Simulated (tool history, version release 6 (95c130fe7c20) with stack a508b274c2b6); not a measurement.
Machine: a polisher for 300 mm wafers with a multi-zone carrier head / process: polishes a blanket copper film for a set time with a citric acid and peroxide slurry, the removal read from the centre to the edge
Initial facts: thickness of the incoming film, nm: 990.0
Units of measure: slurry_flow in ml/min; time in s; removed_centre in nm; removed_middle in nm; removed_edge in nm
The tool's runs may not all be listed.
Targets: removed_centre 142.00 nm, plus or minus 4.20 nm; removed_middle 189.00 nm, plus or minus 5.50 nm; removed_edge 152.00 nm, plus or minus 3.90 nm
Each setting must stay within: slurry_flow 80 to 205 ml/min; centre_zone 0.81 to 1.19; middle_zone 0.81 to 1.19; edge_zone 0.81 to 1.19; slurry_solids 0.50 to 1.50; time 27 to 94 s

run 1 hour=0.0 | slurry_flow=135 centre_zone=1.00 middle_zone=1.00 edge_zone=1.00 slurry_solids=1.00 time=60 | removed_centre=161.99 removed_middle=167.59 removed_edge=163.57
run 2 hour=5.5 | slurry_flow=135 centre_zone=1.00 middle_zone=0.92 edge_zone=1.00 slurry_solids=1.00 time=60 | removed_centre=161.81 removed_middle=157.22 removed_edge=164.22
run 3 hour=12.2 | slurry_flow=135 centre_zone=1.00 middle_zone=0.92 edge_zone=1.00 slurry_solids=1.00 time=47 | removed_centre=126.84 removed_middle=123.85 removed_edge=128.52
run 4 hour=20.2 | slurry_flow=135 centre_zone=1.00 middle_zone=0.85 edge_zone=1.00 slurry_solids=1.00 time=47 | removed_centre=127.20 removed_middle=114.63 removed_edge=127.27
run 5 hour=26.2 | slurry_flow=135 centre_zone=1.00 middle_zone=0.85 edge_zone=0.96 slurry_solids=1.00 time=47 | removed_centre=126.35 removed_middle=117.72 removed_edge=124.86
run 6 hour=27.3 | slurry_flow=140 centre_zone=0.99 middle_zone=0.89 edge_zone=0.96 slurry_solids=1.05 time=47 | removed_centre=127.10 removed_middle=121.09 removed_edge=126.14
run 7 hour=31.7 | slurry_flow=140 centre_zone=0.98 middle_zone=0.93 edge_zone=0.95 slurry_solids=1.10 time=48 | removed_centre=129.66 removed_middle=130.42 removed_edge=131.09
run 8 hour=40.4 | slurry_flow=175 centre_zone=0.94 middle_zone=1.03 edge_zone=0.98 slurry_solids=1.20 time=48 | removed_centre=133.33 removed_middle=150.70 removed_edge=141.13
run 9 hour=48.0 | slurry_flow=180 centre_zone=0.94 middle_zone=1.05 edge_zone=0.98 slurry_solids=1.25 time=48 | removed_centre=137.36 removed_middle=153.74 removed_edge=139.42
run 10 hour=54.4 | slurry_flow=190 centre_zone=0.84 middle_zone=1.15 edge_zone=1.06 slurry_solids=1.50 time=53 | removed_centre=139.31 removed_middle=192.55 removed_edge=170.09
run 11 hour=60.2 | slurry_flow=190 centre_zone=0.85 middle_zone=1.15 edge_zone=1.04 slurry_solids=1.50 time=53 | removed_centre=144.78 removed_middle=194.96 removed_edge=167.60
run 12 hour=67.4 | slurry_flow=185 centre_zone=0.85 middle_zone=1.15 edge_zone=1.03 slurry_solids=1.50 time=53 | removed_centre=142.57 removed_middle=193.01 removed_edge=164.45
run 13 hour=72.6 | slurry_flow=185 centre_zone=0.85 middle_zone=1.15 edge_zone=1.02 slurry_solids=1.50 time=53 | removed_centre=142.48 removed_middle=192.01 removed_edge=162.78
run 14 hour=76.9 | slurry_flow=185 centre_zone=0.85 middle_zone=1.15 edge_zone=1.01 slurry_solids=1.50 time=53 | removed_centre=140.69 removed_middle=191.31 removed_edge=164.08
run 15 hour=85.0 | slurry_flow=185 centre_zone=0.86 middle_zone=1.15 edge_zone=1.00 slurry_solids=1.50 time=53 | removed_centre=143.48 removed_middle=190.48 removed_edge=161.85
run 16 hour=92.2 | slurry_flow=185 centre_zone=0.86 middle_zone=1.15 edge_zone=0.99 slurry_solids=1.50 time=53 | removed_centre=140.97 removed_middle=191.08 removed_edge=160.57
run 17 hour=99.2 | slurry_flow=185 centre_zone=0.86 middle_zone=1.15 edge_zone=0.98 slurry_solids=1.50 time=53 | removed_centre=145.37 removed_middle=192.90 removed_edge=158.84
run 18 hour=105.3 | slurry_flow=175 centre_zone=0.86 middle_zone=1.15 edge_zone=0.96 slurry_solids=1.50 time=53 | removed_centre=143.58 removed_middle=187.05 removed_edge=156.97
run 19 hour=110.2 | slurry_flow=175 centre_zone=0.86 middle_zone=1.17 edge_zone=0.94 slurry_solids=1.50 time=53 | removed_centre=145.05 removed_middle=193.05 removed_edge=157.25
run 20 hour=111.9 | slurry_flow=175 centre_zone=0.86 middle_zone=1.17 edge_zone=0.94 slurry_solids=1.50 time=53 | removed_centre=142.37 removed_middle=193.34 removed_edge=156.68

Which one of the following 5 next-run settings gets every result inside its allowed miss? There is exactly one.
run A hour=113.6 | slurry_flow=180 centre_zone=0.83 middle_zone=1.13 edge_zone=0.92 slurry_solids=1.50 time=55 | removed_centre=? removed_middle=? removed_edge=?
run B hour=113.6 | slurry_flow=180 centre_zone=0.83 middle_zone=1.05 edge_zone=0.90 slurry_solids=1.50 time=55 | removed_centre=? removed_middle=? removed_edge=?
run C hour=113.6 | slurry_flow=180 centre_zone=0.87 middle_zone=1.15 edge_zone=0.90 slurry_solids=1.50 time=52 | removed_centre=? removed_middle=? removed_edge=?
run D hour=113.6 | slurry_flow=175 centre_zone=0.84 middle_zone=1.14 edge_zone=0.95 slurry_solids=1.40 time=54 | removed_centre=? removed_middle=? removed_edge=?
run E hour=113.6 | slurry_flow=190 centre_zone=0.83 middle_zone=1.11 edge_zone=0.97 slurry_solids=1.50 time=53 | removed_centre=? removed_middle=? removed_edge=?

move=A removed_centre=144.07 removed_middle=194.97 removed_edge=161.82
move=B removed_centre=143.99 removed_middle=183.45 removed_edge=160.36
move=C removed_centre=142.36 removed_middle=187.03 removed_edge=151.42
move=D removed_centre=140.37 removed_middle=189.31 removed_edge=158.52
move=E removed_centre=140.14 removed_middle=186.68 removed_edge=160.92
A: moves away from the targets compared with the last run
B: moves away from the targets compared with the last run
C: all results land within tolerance of their targets
D: moves away from the targets compared with the last run
E: moves away from the targets compared with the last run
So the answer is move C, the one that meets all the targets.

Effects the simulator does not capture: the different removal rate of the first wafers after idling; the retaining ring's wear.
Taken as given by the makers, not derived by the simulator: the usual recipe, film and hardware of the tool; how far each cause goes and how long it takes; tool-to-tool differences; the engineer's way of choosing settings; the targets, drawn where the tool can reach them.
